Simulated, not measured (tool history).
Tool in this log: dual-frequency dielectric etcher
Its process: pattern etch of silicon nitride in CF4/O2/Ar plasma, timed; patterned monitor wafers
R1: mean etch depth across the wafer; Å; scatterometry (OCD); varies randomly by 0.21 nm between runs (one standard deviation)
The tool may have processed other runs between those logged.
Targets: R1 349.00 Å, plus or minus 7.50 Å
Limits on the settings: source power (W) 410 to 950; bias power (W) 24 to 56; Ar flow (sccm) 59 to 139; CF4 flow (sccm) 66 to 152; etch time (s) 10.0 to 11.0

{"run": 1, "day": 0.0, "source power (W)": 680, "bias power (W)": 40, "Ar flow (sccm)": 99, "CF4 flow (sccm)": 109, "etch time (s)": 11.0, "R1": 276.01}
{"run": 2, "day": 0.088, "source power (W)": 720, "bias power (W)": 40, "Ar flow (sccm)": 99, "CF4 flow (sccm)": 109, "etch time (s)": 11.0, "R1": 292.78}
{"run": 3, "day": 0.225, "source power (W)": 750, "bias power (W)": 40, "Ar flow (sccm)": 99, "CF4 flow (sccm)": 109, "etch time (s)": 11.0, "R1": 305.86}
{"run": 4, "day": 0.562, "source power (W)": 690, "bias power (W)": 40, "Ar flow (sccm)": 99, "CF4 flow (sccm)": 109, "etch time (s)": 11.0, "R1": 281.38}
{"run": 5, "day": 0.8, "source power (W)": 690, "bias power (W)": 40, "Ar flow (sccm)": 99, "CF4 flow (sccm)": 119, "etch time (s)": 11.0, "R1": 283.13}
{"run": 6, "day": 0.958, "source power (W)": 620, "bias power (W)": 40, "Ar flow (sccm)": 99, "CF4 flow (sccm)": 119, "etch time (s)": 11.0, "R1": 248.91}
{"run": 7, "day": 1.038, "source power (W)": 620, "bias power (W)": 40, "Ar flow (sccm)": 99, "CF4 flow (sccm)": 119, "etch time (s)": 11.0, "R1": 251.36}
{"run": 8, "day": 1.208, "source power (W)": 670, "bias power (W)": 40, "Ar flow (sccm)": 99, "CF4 flow (sccm)": 119, "etch time (s)": 11.0, "R1": 276.79}
{"run": 9, "day": 1.504, "source power (W)": 700, "bias power (W)": 40, "Ar flow (sccm)": 99, "CF4 flow (sccm)": 119, "etch time (s)": 11.0, "R1": 287.46}
{"run": 10, "day": 1.542, "source power (W)": 730, "bias power (W)": 40, "Ar flow (sccm)": 99, "CF4 flow (sccm)": 119, "etch time (s)": 11.0, "R1": 301.12}

Pick the move, out of 4, that brings all results within their allowed miss; only one does.
{"run": "A", "day": 1.579, "source power (W)": 880, "bias power (W)": 35, "Ar flow (sccm)": 99, "CF4 flow (sccm)": 116, "etch time (s)": 11.0, "R1": "?"}
{"run": "B", "day": 1.579, "source power (W)": 930, "bias power (W)": 45, "Ar flow (sccm)": 86, "CF4 flow (sccm)": 108, "etch time (s)": 10.0, "R1": "?"}
{"run": "C", "day": 1.579, "source power (W)": 830, "bias power (W)": 47, "Ar flow (sccm)": 102, "CF4 flow (sccm)": 129, "etch time (s)": 11.0, "R1": "?"}
{"run": "D", "day": 1.579, "source power (W)": 890, "bias power (W)": 46, "Ar flow (sccm)": 94, "CF4 flow (sccm)": 102, "etch time (s)": 10.5, "R1": "?"}

move=A R1=348.21
move=B R1=365.15
move=C R1=362.85
move=D R1=362.65
A: every result within its allowed miss
B: moves the result that the last run missed by most past its target, out the other side
C: moves the result that the last run missed by most past its target, out the other side
D: moves the result that the last run missed by most past its target, out the other side
Correct choice: A, which meets every target

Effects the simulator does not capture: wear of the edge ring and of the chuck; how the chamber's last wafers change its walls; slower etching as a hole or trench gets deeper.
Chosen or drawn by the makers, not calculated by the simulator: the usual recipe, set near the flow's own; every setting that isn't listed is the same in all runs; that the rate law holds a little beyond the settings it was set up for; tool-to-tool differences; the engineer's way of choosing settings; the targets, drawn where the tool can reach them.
